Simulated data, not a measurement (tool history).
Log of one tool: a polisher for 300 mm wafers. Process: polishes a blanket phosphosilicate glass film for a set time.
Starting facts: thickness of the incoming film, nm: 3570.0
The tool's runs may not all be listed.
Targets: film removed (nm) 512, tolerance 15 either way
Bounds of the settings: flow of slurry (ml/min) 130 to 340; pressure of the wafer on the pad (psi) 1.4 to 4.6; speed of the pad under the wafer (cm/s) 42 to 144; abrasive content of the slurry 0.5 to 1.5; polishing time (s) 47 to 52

run	hour	flow of slurry (ml/min)	pressure of the wafer on the pad (psi)	speed of the pad under the wafer (cm/s)	abrasive content of the slurry	polishing time (s)	film removed (nm)
1	0	220	3	92	1	52	387.84
2	4	220	3.1	92	1	52	403.88
3	12.5	220	3.2	92	1	52	410.41
4	15.6	220	3.3	92	1	52	423.2
5	16.3	220	3.4	92	1	52	434.27
6	20.3	260	3.4	92	1	52	444.79
7	28.9	260	3.5	92	1	52	452.81
8	35.8	260	3.6	92	1	52	471.91
9	41.7	260	3.8	92	1	52	493.23

5 next moves are on the table. One of them brings every result within its allowed miss. Which?
A	47.6	200	4.6	78	0.8	52	?
B	47.6	250	3.6	102	1	48	?
C	47.6	270	3.7	94	1	50	?
D	47.6	255	4.1	100	1	47	?
E	47.6	250	3.7	98	1.1	48	?

move	film removed (nm)
A	457.27
B	470.72
C	474.73
D	514.17
E	487.58
A: lands further from the targets than the last run did
B: lands further from the targets than the last run did
C: lands further from the targets than the last run did
D: in spec on every target
E: lands further from the targets than the last run did
The move that meets every target is D.

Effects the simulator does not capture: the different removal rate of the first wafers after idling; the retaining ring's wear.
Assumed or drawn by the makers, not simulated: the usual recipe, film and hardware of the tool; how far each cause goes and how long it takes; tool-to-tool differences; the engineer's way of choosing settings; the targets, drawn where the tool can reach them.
